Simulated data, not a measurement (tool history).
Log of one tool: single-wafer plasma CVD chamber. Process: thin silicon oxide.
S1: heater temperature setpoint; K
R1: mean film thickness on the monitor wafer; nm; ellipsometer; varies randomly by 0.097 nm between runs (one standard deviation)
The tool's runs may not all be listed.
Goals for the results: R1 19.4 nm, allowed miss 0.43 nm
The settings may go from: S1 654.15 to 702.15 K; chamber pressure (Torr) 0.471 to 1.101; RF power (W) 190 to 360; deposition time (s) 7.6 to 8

{"run": 1, "hour": 0.0, "S1": 678.15, "chamber pressure (Torr)": 0.786, "RF power (W)": 275, "deposition time (s)": 8, "R1": 15.362}
{"run": 2, "hour": 4.1, "S1": 678.15, "chamber pressure (Torr)": 0.819, "RF power (W)": 275, "deposition time (s)": 8, "R1": 15.901}
{"run": 3, "hour": 13.0, "S1": 678.15, "chamber pressure (Torr)": 0.849, "RF power (W)": 275, "deposition time (s)": 8, "R1": 16.46}
{"run": 4, "hour": 21.8, "S1": 678.15, "chamber pressure (Torr)": 0.874, "RF power (W)": 275, "deposition time (s)": 8, "R1": 16.784}
{"run": 5, "hour": 26.0, "S1": 678.15, "chamber pressure (Torr)": 0.874, "RF power (W)": 275, "deposition time (s)": 7.6, "R1": 15.9}
{"run": 6, "hour": 27.3, "S1": 668.15, "chamber pressure (Torr)": 0.874, "RF power (W)": 275, "deposition time (s)": 7.6, "R1": 16.032}
{"run": 7, "hour": 28.3, "S1": 668.15, "chamber pressure (Torr)": 0.905, "RF power (W)": 275, "deposition time (s)": 7.6, "R1": 16.473}
{"run": 8, "hour": 34.8, "S1": 668.15, "chamber pressure (Torr)": 0.933, "RF power (W)": 275, "deposition time (s)": 7.6, "R1": 16.973}
{"run": 9, "hour": 35.3, "S1": 668.15, "chamber pressure (Torr)": 0.955, "RF power (W)": 275, "deposition time (s)": 7.6, "R1": 17.241}
{"run": 10, "hour": 36.3, "S1": 668.15, "chamber pressure (Torr)": 0.976, "RF power (W)": 275, "deposition time (s)": 7.6, "R1": 17.448}
{"run": 11, "hour": 41.6, "S1": 668.15, "chamber pressure (Torr)": 0.997, "RF power (W)": 275, "deposition time (s)": 7.6, "R1": 17.849}
{"run": 12, "hour": 45.9, "S1": 668.15, "chamber pressure (Torr)": 1.013, "RF power (W)": 275, "deposition time (s)": 7.6, "R1": 17.791}
{"run": 13, "hour": 46.6, "S1": 668.15, "chamber pressure (Torr)": 1.028, "RF power (W)": 275, "deposition time (s)": 7.6, "R1": 18.091}
{"run": 14, "hour": 51.6, "S1": 668.15, "chamber pressure (Torr)": 1.04, "RF power (W)": 275, "deposition time (s)": 7.6, "R1": 18.433}
{"run": 15, "hour": 60.0, "S1": 668.15, "chamber pressure (Torr)": 1.05, "RF power (W)": 275, "deposition time (s)": 7.6, "R1": 18.409}
{"run": 16, "hour": 64.2, "S1": 668.15, "chamber pressure (Torr)": 1.059, "RF power (W)": 275, "deposition time (s)": 7.6, "R1": 18.481}
{"run": 17, "hour": 65.9, "S1": 668.15, "chamber pressure (Torr)": 1.066, "RF power (W)": 275, "deposition time (s)": 7.6, "R1": 18.482}
{"run": 18, "hour": 68.5, "S1": 668.15, "chamber pressure (Torr)": 1.072, "RF power (W)": 275, "deposition time (s)": 7.6, "R1": 18.693}

Of the 5 settings listed for the next run, only one would bring every result within its allowed miss of target. Which one?
{"run": "A", "hour": 71.1, "S1": 673.15, "chamber pressure (Torr)": 1.101, "RF power (W)": 215, "deposition time (s)": 7.9, "R1": "?"}
{"run": "B", "hour": 71.1, "S1": 659.15, "chamber pressure (Torr)": 1.054, "RF power (W)": 250, "deposition time (s)": 7.6, "R1": "?"}
{"run": "C", "hour": 71.1, "S1": 659.15, "chamber pressure (Torr)": 1.066, "RF power (W)": 305, "deposition time (s)": 7.7, "R1": "?"}
{"run": "D", "hour": 71.1, "S1": 669.15, "chamber pressure (Torr)": 1.018, "RF power (W)": 275, "deposition time (s)": 7.6, "R1": "?"}
{"run": "E", "hour": 71.1, "S1": 673.15, "chamber pressure (Torr)": 1.061, "RF power (W)": 280, "deposition time (s)": 7.6, "R1": "?"}

move=A R1=18.338
move=B R1=17.979
move=C R1=19.341
move=D R1=17.921
move=E R1=18.457
A: its largest miss is bigger than the last run's
B: its largest miss is bigger than the last run's
C: all results in spec
D: its largest miss is bigger than the last run's
E: its largest miss is bigger than the last run's
The right move is C.

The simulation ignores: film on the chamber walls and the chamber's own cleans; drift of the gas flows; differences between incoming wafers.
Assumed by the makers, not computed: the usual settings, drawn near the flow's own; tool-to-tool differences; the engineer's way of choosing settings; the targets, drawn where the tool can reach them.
